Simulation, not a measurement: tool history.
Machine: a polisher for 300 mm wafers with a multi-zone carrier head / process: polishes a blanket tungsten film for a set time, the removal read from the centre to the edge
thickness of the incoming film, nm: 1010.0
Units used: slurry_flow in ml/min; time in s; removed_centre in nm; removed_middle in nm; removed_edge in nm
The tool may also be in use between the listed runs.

{"run": 1, "day": 0.0, "slurry_flow": 275, "centre_zone": 1, "middle_zone": 1, "edge_zone": 1, "slurry_solids": 1, "time": 50, "removed_centre": 264.48, "removed_middle": 265.47, "removed_edge": 278.45}
{"run": 2, "day": 0.029, "slurry_flow": 275, "centre_zone": 1, "middle_zone": 1, "edge_zone": 1, "slurry_solids": 1, "time": 61, "removed_centre": 318.37, "removed_middle": 327.28, "removed_edge": 338.65}
{"run": 3, "day": 0.1, "slurry_flow": 275, "centre_zone": 1, "middle_zone": 1.08, "edge_zone": 1, "slurry_solids": 1, "time": 61, "removed_centre": 319.33, "removed_middle": 356.12, "removed_edge": 341.14}
{"run": 4, "day": 0.35, "slurry_flow": 275, "centre_zone": 1.08, "middle_zone": 1.08, "edge_zone": 1, "slurry_solids": 1, "time": 61, "removed_centre": 348.04, "removed_middle": 347.46, "removed_edge": 339.42}
{"run": 5, "day": 0.629, "slurry_flow": 275, "centre_zone": 1.08, "middle_zone": 1.02, "edge_zone": 1, "slurry_solids": 1, "time": 61, "removed_centre": 348.37, "removed_middle": 335.7, "removed_edge": 340.67}
{"run": 6, "day": 0.8, "slurry_flow": 265, "centre_zone": 1.02, "middle_zone": 0.98, "edge_zone": 0.97, "slurry_solids": 0.85, "time": 56, "removed_centre": 294.12, "removed_middle": 290.17, "removed_edge": 300.53}
{"run": 7, "day": 1.071, "slurry_flow": 260, "centre_zone": 0.98, "middle_zone": 0.95, "edge_zone": 0.95, "slurry_solids": 0.75, "time": 51, "removed_centre": 253.26, "removed_middle": 253.03, "removed_edge": 266.58}
{"day": 1.329, "done": "slurry nozzle cleaned"}
{"run": 8, "day": 1.329, "slurry_flow": 255, "centre_zone": 0.95, "middle_zone": 0.93, "edge_zone": 0.93, "slurry_solids": 0.65, "time": 48, "removed_centre": 234.83, "removed_middle": 234.07, "removed_edge": 247.11}

For run 9, what comes out?
{"run": 9, "day": 1.642, "slurry_flow": 250, "centre_zone": 0.92, "middle_zone": 0.91, "edge_zone": 0.92, "slurry_solids": 0.6, "time": 46, "removed_centre": "?", "removed_middle": "?", "removed_edge": "?"}

{"run 9": {"removed_centre": 213.37, "removed_middle": 220.16, "removed_edge": 234.9}}
